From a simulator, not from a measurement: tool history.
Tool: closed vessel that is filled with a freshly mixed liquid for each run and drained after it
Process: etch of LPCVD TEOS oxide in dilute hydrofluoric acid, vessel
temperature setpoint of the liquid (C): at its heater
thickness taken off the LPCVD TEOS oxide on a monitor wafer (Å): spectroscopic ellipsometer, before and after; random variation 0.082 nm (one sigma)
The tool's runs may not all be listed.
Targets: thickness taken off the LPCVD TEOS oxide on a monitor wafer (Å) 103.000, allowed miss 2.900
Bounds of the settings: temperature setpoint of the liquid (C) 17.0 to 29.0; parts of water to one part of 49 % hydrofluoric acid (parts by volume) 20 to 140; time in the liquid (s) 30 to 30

run	hour	temperature setpoint of the liquid (C)	parts of water to one part of 49 % hydrofluoric acid (parts by volume)	time in the liquid (s)	thickness taken off the LPCVD TEOS oxide on a monitor wafer (Å)
1	0.0	21.0	75	30	163.900
2	8.2	21.0	60	30	209.320
3	10.2	20.5	65	30	187.530
4	14.3	20.0	70	30	170.180
5	19.7	20.0	70	30	169.510
# hour 23.6: thermometer replaced
6	23.6	19.5	75	30	148.010
7	28.2	19.0	75	30	143.260
8	36.9	18.5	75	30	142.000
9	44.9	17.5	85	30	118.080
10	52.9	17.5	85	30	119.550
11	55.3	17.5	85	30	118.700
12	64.5	17.0	90	30	108.920

4 next moves are on the table. One of them brings every result within its allowed miss. Which?
A	73.7	17.0	95	30	?
B	73.7	18.5	95	30	?
C	73.7	17.0	100	30	?
D	73.7	18.0	105	30	?

move	thickness taken off the LPCVD TEOS oxide on a monitor wafer (Å)
A	100.810
B	107.370
C	95.269
D	94.124
A: meets every target
B: nearer than the last run, and not there yet
C: takes the result that was furthest off past its target
D: takes the result that was furthest off past its target
The right move is A.

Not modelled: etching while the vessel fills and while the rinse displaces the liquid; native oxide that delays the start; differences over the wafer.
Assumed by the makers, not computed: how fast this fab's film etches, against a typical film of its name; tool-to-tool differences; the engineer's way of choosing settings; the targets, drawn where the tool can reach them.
